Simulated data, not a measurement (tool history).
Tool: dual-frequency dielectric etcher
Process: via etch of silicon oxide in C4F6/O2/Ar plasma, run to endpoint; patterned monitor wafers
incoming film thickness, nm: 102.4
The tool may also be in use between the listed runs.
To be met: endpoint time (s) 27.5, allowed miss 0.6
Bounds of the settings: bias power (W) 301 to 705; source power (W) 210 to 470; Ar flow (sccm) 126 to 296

{"run": 1, "hour": 0.0, "bias power (W)": 503, "source power (W)": 340, "Ar flow (sccm)": 211, "endpoint time (s)": 21.922}
{"run": 2, "hour": 1.9, "bias power (W)": 448, "source power (W)": 320, "Ar flow (sccm)": 216, "endpoint time (s)": 23.533}
{"run": 3, "hour": 5.0, "bias power (W)": 448, "source power (W)": 360, "Ar flow (sccm)": 216, "endpoint time (s)": 22.909}
{"run": 4, "hour": 13.5, "bias power (W)": 448, "source power (W)": 360, "Ar flow (sccm)": 232, "endpoint time (s)": 22.952}
{"run": 5, "hour": 19.3, "bias power (W)": 404, "source power (W)": 340, "Ar flow (sccm)": 236, "endpoint time (s)": 24.273}
{"run": 6, "hour": 25.2, "bias power (W)": 373, "source power (W)": 330, "Ar flow (sccm)": 239, "endpoint time (s)": 25.352}
{"run": 7, "hour": 33.4, "bias power (W)": 373, "source power (W)": 330, "Ar flow (sccm)": 239, "endpoint time (s)": 25.567}
{"run": 8, "hour": 41.2, "bias power (W)": 353, "source power (W)": 330, "Ar flow (sccm)": 239, "endpoint time (s)": 26.034}
{"run": 9, "hour": 45.6, "bias power (W)": 338, "source power (W)": 330, "Ar flow (sccm)": 239, "endpoint time (s)": 26.333}
{"run": 10, "hour": 51.3, "bias power (W)": 301, "source power (W)": 310, "Ar flow (sccm)": 243, "endpoint time (s)": 28.263}

Which of these 5 next moves meets every target?
{"run": "A", "hour": 57.0, "bias power (W)": 301, "source power (W)": 280, "Ar flow (sccm)": 261, "endpoint time (s)": "?"}
{"run": "B", "hour": 57.0, "bias power (W)": 301, "source power (W)": 250, "Ar flow (sccm)": 275, "endpoint time (s)": "?"}
{"run": "C", "hour": 57.0, "bias power (W)": 333, "source power (W)": 360, "Ar flow (sccm)": 258, "endpoint time (s)": "?"}
{"run": "D", "hour": 57.0, "bias power (W)": 301, "source power (W)": 250, "Ar flow (sccm)": 225, "endpoint time (s)": "?"}
{"run": "E", "hour": 57.0, "bias power (W)": 312, "source power (W)": 330, "Ar flow (sccm)": 268, "endpoint time (s)": "?"}

move=A endpoint_time_(s)=29.318
move=B endpoint_time_(s)=30.334
move=C endpoint_time_(s)=26.313
move=D endpoint_time_(s)=29.721
move=E endpoint_time_(s)=27.753
A: further off than the last run
B: further off than the last run
C: takes the result that was furthest off past its target
D: further off than the last run
E: meets every target
Move E is the one to make.

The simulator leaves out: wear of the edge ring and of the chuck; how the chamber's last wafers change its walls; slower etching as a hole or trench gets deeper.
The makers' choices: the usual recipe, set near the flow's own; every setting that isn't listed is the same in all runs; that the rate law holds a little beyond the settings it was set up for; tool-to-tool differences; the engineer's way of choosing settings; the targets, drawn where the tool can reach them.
